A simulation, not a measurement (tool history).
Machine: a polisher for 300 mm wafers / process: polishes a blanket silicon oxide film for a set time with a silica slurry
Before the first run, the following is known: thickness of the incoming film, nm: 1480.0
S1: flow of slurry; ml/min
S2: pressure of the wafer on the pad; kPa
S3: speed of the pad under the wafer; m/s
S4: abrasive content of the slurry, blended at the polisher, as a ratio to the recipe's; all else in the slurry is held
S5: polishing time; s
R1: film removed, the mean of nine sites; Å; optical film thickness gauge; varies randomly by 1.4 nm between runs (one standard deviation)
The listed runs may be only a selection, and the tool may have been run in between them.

run 1 hour=0 | S1=160 S2=29 S3=1.1 S4=1 S5=49 | R1=1281
run 2 hour=6.9 | S1=160 S2=29 S3=1.1 S4=1 S5=49 | R1=1279.3
run 3 hour=14.5 | S1=135 S2=29 S3=1.1 S4=1 S5=49 | R1=1260.4
run 4 hour=17.3 | S1=135 S2=29 S3=1.1 S4=1.15 S5=49 | R1=1346.8
run 5 hour=19.2 | S1=145 S2=32.4 S3=1.1 S4=1.15 S5=49 | R1=1504.2
run 6 hour=26.4 | S1=150 S2=35.2 S3=1.1 S4=1.15 S5=49 | R1=1601.9

The next listed run, before its measurement:
run 7 hour=34.2 | S1=155 S2=37.9 S3=1.1 S4=1.15 S5=49 | R1=?

Run 7 gave R1 1743.6 Å.

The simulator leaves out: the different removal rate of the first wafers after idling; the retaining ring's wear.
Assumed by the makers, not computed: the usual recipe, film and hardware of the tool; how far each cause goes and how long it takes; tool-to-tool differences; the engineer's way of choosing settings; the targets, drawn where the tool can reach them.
